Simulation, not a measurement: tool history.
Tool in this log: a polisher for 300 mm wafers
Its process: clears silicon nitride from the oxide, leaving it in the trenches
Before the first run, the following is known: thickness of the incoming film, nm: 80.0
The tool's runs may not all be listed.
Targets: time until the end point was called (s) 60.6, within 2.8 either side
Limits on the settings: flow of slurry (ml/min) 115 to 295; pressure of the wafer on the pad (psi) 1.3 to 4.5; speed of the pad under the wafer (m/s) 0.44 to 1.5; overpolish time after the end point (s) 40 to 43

run	hour	flow of slurry (ml/min)	pressure of the wafer on the pad (psi)	speed of the pad under the wafer (m/s)	overpolish time after the end point (s)	time until the end point was called (s)
1	0	190	2.9	0.96	40	75.645
2	3.2	190	3	0.96	40	72.407
3	8.1	190	3	0.96	43	72.531
4	13.1	190	2.5	0.96	43	83.691
5	18.7	190	2.5	1.2	43	70.833
6	24.8	210	2.5	1.2	43	68.538
7	31.2	215	2.6	1.2	43	68.48
8	36.2	215	2.7	1.2	43	65.674
9	37.6	215	2.8	1.2	43	63.803

Pick the move, out of 5, that brings all results within their allowed miss; only one does.
A	39	185	2.8	1.08	43	?
B	39	215	2.7	1.18	43	?
C	39	215	2.8	1.16	40	?
D	39	195	2.6	1.12	43	?
E	39	165	2.9	1.24	43	?

move	time until the end point was called (s)
A	70.901
B	67.037
C	66.155
D	72.435
E	62.462
A: moves away from the targets compared with the last run
B: moves away from the targets compared with the last run
C: moves away from the targets compared with the last run
D: moves away from the targets compared with the last run
E: hits every target within its allowed miss
Answer: E
